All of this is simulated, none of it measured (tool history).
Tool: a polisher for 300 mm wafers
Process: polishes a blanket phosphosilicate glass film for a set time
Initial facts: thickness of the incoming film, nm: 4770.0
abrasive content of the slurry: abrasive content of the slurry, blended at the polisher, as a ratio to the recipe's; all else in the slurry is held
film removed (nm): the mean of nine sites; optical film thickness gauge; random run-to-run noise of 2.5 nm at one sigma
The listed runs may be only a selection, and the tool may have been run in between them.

run,hour,flow of slurry (ml/min),pressure of the wafer on the pad (kPa),speed of the pad under the wafer (cm/s),abrasive content of the slurry,polishing time (s),film removed (nm)
1,0.0,140,24.1,78,1.0,38,344.08
2,3.0,140,22.1,78,1.0,38,327.21
3,11.0,140,22.1,78,1.0,38,322.10
4,12.0,140,20.7,76,1.0,38,295.29
5,15.7,140,20.7,76,1.0,38,289.86
6,23.3,170,20.7,76,1.0,38,300.89
7,24.2,170,19.3,74,1.0,38,270.72
8,28.4,170,18.6,74,1.0,38,266.87
9,35.9,170,17.9,72,1.0,38,252.89
10,42.1,170,17.2,72,1.0,38,238.61
11,46.4,170,16.5,72,1.0,38,236.16
12,48.8,170,16.5,72,1.0,38,239.27
13,55.7,170,15.9,72,1.0,38,225.53
14,56.6,170,15.2,72,1.0,38,215.17
15,64.3,160,11.0,70,1.0,38,152.59
16,72.2,165,11.0,70,1.0,38,156.58
17,77.7,170,11.0,70,1.0,38,153.15
18,79.7,175,11.0,70,1.0,38,155.75

The next listed run, before its measurement:
19,84.3,180,11.7,70,1.0,38,?

{"run 19": {"film removed (nm)": 166.93}}

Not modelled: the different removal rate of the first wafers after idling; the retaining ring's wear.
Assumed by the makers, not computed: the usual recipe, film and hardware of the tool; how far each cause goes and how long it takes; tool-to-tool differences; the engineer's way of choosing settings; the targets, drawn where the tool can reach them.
